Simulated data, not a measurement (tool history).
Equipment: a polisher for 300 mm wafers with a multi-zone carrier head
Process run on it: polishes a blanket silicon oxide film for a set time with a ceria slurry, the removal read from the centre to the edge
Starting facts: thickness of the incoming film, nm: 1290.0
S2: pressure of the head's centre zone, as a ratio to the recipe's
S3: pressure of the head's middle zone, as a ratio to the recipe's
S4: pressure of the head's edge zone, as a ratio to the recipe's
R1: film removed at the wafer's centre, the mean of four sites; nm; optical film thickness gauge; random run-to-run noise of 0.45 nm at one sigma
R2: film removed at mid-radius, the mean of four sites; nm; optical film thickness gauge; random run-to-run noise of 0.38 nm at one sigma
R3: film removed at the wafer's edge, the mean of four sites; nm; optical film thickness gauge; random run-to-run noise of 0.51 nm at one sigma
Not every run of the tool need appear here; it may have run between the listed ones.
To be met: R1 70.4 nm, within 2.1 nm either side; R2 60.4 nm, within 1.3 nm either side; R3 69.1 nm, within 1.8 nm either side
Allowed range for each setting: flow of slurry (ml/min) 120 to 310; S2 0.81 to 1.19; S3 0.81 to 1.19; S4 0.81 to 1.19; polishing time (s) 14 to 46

run 1 day=0 | flow_of_slurry_(ml/min)=200 S2=1 S3=1 S4=1 polishing_time_(s)=30 | R1=90.037 R2=90.921 R3=91.02
run 2 day=0.2 | flow_of_slurry_(ml/min)=195 S2=1 S3=0.98 S4=0.99 polishing_time_(s)=29 | R1=86.518 R2=87.542 R3=86.923
run 3 day=0.308 | flow_of_slurry_(ml/min)=195 S2=1 S3=0.98 S4=1.05 polishing_time_(s)=29 | R1=87.028 R2=86.329 R3=88.415
run 4 day=0.458 | flow_of_slurry_(ml/min)=190 S2=1 S3=0.96 S4=1.05 polishing_time_(s)=28 | R1=83.695 R2=82.324 R3=86.311
run 5 day=0.704 | flow_of_slurry_(ml/min)=190 S2=0.97 S3=0.96 S4=1.05 polishing_time_(s)=28 | R1=79.679 R2=82.573 R3=85.55
run 6 day=0.808 | flow_of_slurry_(ml/min)=190 S2=0.97 S3=0.96 S4=1.05 polishing_time_(s)=23 | R1=66.395 R2=67.757 R3=70.678
run 7 day=0.979 | flow_of_slurry_(ml/min)=185 S2=0.98 S3=0.95 S4=1.05 polishing_time_(s)=23 | R1=66.918 R2=68.053 R3=70.529
run 8 day=1.054 | flow_of_slurry_(ml/min)=160 S2=1.07 S3=0.85 S4=1.06 polishing_time_(s)=22 | R1=68.453 R2=59.495 R3=66.919

Which one of the following 5 next-run settings gets every result inside its allowed miss? There is exactly one.
run A day=1.129 | flow_of_slurry_(ml/min)=190 S2=1.14 S3=0.84 S4=1 polishing_time_(s)=21 | R1=? R2=? R3=?
run B day=1.129 | flow_of_slurry_(ml/min)=200 S2=1.07 S3=0.87 S4=1.02 polishing_time_(s)=21 | R1=? R2=? R3=?
run C day=1.129 | flow_of_slurry_(ml/min)=200 S2=1.13 S3=0.92 S4=1.19 polishing_time_(s)=21 | R1=? R2=? R3=?
run D day=1.129 | flow_of_slurry_(ml/min)=170 S2=1.13 S3=0.92 S4=1.06 polishing_time_(s)=21 | R1=? R2=? R3=?
run E day=1.129 | flow_of_slurry_(ml/min)=150 S2=1.01 S3=0.81 S4=1.09 polishing_time_(s)=23 | R1=? R2=? R3=?

move=A R1=71.444 R2=57.956 R3=63.538
move=B R1=67.512 R2=59.324 R3=64.436
move=C R1=71.341 R2=60.921 R3=69.639
move=D R1=69.699 R2=59.677 R3=64.646
move=E R1=66.815 R2=60.479 R3=70.955
A: further off than the last run
B: further off than the last run
C: all results land within tolerance of their targets
D: further off than the last run
E: moves the result that the last run missed by most past its target, out the other side
The right move is C.

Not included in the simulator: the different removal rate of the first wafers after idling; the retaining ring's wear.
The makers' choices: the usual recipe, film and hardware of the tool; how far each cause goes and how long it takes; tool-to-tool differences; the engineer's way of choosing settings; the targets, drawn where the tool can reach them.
